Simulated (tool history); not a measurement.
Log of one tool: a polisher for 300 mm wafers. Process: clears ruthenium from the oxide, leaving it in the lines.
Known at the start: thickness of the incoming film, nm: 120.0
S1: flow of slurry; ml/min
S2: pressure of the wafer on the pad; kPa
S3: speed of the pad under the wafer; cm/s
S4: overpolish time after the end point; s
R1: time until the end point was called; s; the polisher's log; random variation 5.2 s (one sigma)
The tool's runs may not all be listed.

run 1 hour=0.0 | S1=145 S2=13.1 S3=104 S4=7 | R1=127.75
run 2 hour=5.0 | S1=145 S2=13.1 S3=122 S4=7 | R1=112.51
run 3 hour=10.3 | S1=145 S2=12.4 S3=116 S4=7 | R1=122.85
run 4 hour=18.7 | S1=145 S2=11.7 S3=110 S4=7 | R1=136.48
run 5 hour=23.3 | S1=145 S2=11.0 S3=106 S4=7 | R1=150.17
run 6 hour=30.0 | S1=145 S2=10.3 S3=102 S4=7 | R1=172.82
run 7 hour=34.2 | S1=145 S2=9.7 S3=102 S4=7 | R1=182.29
run 8 hour=35.7 | S1=145 S2=9.0 S3=102 S4=7 | R1=197.92
run 9 hour=40.7 | S1=145 S2=8.3 S3=102 S4=7 | R1=207.82
run 10 hour=45.9 | S1=145 S2=8.3 S3=102 S4=7 | R1=207.02
run 11 hour=50.1 | S1=140 S2=6.2 S3=90 S4=7 | R1=318.64

The next listed run, before its measurement:
run 12 hour=51.5 | S1=145 S2=6.2 S3=90 S4=7 | R1=?

R1: 311.10 s
